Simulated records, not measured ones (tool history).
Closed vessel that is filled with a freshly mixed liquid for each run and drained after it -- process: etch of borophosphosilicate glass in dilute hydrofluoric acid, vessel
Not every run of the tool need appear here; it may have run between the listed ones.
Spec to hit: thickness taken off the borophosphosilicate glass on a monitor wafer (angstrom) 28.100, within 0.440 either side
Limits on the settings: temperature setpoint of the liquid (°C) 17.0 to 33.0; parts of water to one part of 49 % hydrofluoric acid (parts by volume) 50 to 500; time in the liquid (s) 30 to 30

run    day  temperature setpoint of the liquid (°C)  parts of water to one part of 49 % hydrofluoric acid (parts by volume)  time in the liquid (s)  thickness taken off the borophosphosilicate glass on a monitor wafer (angstrom)
  1  0.000                                     25.0                                                                     275                      30                                                                           36.980
  2  0.067                                     24.0                                                                     275                      30                                                                           35.533
  3  0.162                                     24.0                                                                     240                      30                                                                           42.229
  4  0.521                                     24.0                                                                     240                      30                                                                           42.590
  5  0.704                                     21.0                                                                     240                      30                                                                           38.041
  6  1.042                                     21.0                                                                     240                      30                                                                           37.983
  7  1.300                                     17.0                                                                     280                      30                                                                           26.869
  8  1.383                                     17.5                                                                     280                      30                                                                           27.559

5 candidate next runs follow, results not yet known. Just one meets every target within its allowed miss. Identify it.
  A  1.467                                     17.0                                                                     280                      30                                                                                ?
  B  1.467                                     17.0                                                                     270                      30                                                                                ?
  C  1.467                                     19.5                                                                     300                      30                                                                                ?
  D  1.467                                     21.5                                                                     320                      30                                                                                ?
  E  1.467                                     18.0                                                                     290                      30                                                                                ?

move  thickness taken off the borophosphosilicate glass on a monitor wafer (angstrom)
   A                                                                           26.934
   B                                                                           28.171
   C                                                                           27.135
   D                                                                           26.858
   E                                                                           26.781
A: moves away from the targets compared with the last run
B: every result lands within tolerance
C: moves away from the targets compared with the last run
D: moves away from the targets compared with the last run
E: moves away from the targets compared with the last run
So the answer is move B, the one that meets all the targets.
